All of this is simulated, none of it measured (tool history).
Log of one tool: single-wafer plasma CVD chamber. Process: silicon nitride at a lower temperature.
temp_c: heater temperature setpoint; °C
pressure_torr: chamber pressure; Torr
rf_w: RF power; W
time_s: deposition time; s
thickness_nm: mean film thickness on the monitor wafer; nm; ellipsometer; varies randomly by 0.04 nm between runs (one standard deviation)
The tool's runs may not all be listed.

run	hour	temp_c	pressure_torr	rf_w	time_s	thickness_nm
1	0	340	2.02	315	10.5	13.161
2	1.9	340	2.34	315	10.5	13.463
3	9.9	340	2.41	330	10.5	14.128
4	17.1	340	2.72	330	10.5	14.437
5	25.8	340	2.72	285	10.5	12.478
6	28.9	340	2.72	285	10	11.863
7	33.6	340	2.72	305	10	12.727
8	35.9	340	2.72	320	10	13.304
9	41.1	340	2.72	335	10	13.902

What does the tool deliver on the next run?
10	49.2	340	2.72	345	10	?

{"run 10": {"thickness_nm": 14.267}}
